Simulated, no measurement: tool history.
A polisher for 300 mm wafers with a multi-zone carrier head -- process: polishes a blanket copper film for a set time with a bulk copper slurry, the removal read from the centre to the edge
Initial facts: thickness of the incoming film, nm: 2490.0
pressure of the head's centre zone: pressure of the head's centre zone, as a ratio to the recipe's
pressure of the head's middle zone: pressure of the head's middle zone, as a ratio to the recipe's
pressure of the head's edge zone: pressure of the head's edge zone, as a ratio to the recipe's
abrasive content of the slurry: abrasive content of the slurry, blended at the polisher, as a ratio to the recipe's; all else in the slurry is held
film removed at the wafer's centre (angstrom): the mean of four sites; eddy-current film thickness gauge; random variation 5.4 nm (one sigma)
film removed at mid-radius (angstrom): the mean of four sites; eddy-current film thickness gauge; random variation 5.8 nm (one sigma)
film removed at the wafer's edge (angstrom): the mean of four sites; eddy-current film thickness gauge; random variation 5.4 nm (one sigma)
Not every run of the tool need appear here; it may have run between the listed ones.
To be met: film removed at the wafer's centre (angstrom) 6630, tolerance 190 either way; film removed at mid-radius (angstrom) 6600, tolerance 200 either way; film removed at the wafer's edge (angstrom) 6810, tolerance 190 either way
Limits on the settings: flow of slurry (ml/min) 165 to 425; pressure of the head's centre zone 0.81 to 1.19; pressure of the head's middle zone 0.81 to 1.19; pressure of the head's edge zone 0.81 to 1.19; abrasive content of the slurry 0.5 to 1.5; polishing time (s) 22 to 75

run	day	flow of slurry (ml/min)	pressure of the head's centre zone	pressure of the head's middle zone	pressure of the head's edge zone	abrasive content of the slurry	polishing time (s)	film removed at the wafer's centre (angstrom)	film removed at mid-radius (angstrom)	film removed at the wafer's edge (angstrom)
1	0	275	1	1	1	1	48	4993.3	5068.7	5012.7
2	0.317	280	1.01	1.01	1.04	1.1	49	5263.5	5342.6	5261.2
3	0.371	280	1.01	1.01	1.04	1.1	59	6249	6246.8	6299.7
4	0.417	280	1.01	1.01	0.98	1.1	59	6325.7	6300.4	6156.2
5	0.608	280	1.01	0.94	0.98	1.1	59	6332	6057	6143.8
6	0.879	290	1.01	0.95	1.01	1.15	59	6340.1	6196.2	6262.5
7	1.092	295	1.01	0.96	1.04	1.2	59	6403.3	6245.8	6532.3
8	1.208	305	1.01	0.97	1.05	1.2	59	6475.1	6331.7	6545.1
9	1.538	315	1.01	0.98	1.06	1.2	59	6472.2	6476.8	6569.9
10	1.729	320	1.01	0.98	1.07	1.2	59	6463.4	6437.8	6622.7

Exercise: of the 4 proposed moves below, exactly one satisfies all targets within the stated allowed misses. Which move is it?
A	1.921	270	0.93	0.95	1.1	1.2	61	?	?	?
B	1.921	365	1.05	0.88	1.12	1.3	59	?	?	?
C	1.921	255	1	1.01	1.19	1.15	58	?	?	?
D	1.921	270	1.04	1.02	1.14	1.35	58	?	?	?

move	film removed at the wafer's centre (angstrom)	film removed at mid-radius (angstrom)	film removed at the wafer's edge (angstrom)
A	6093.6	6337	6873.8
B	6962.3	6020.9	6963.5
C	6143.1	6228.8	6712.2
D	6654.9	6532	6821.3
A: the worst result of the last run now meets its target, but another is out of spec
B: the worst result of the last run now meets its target, but another is out of spec
C: the worst result of the last run now meets its target, but another is out of spec
D: all results land within tolerance of their targets
Move D is the one to make.
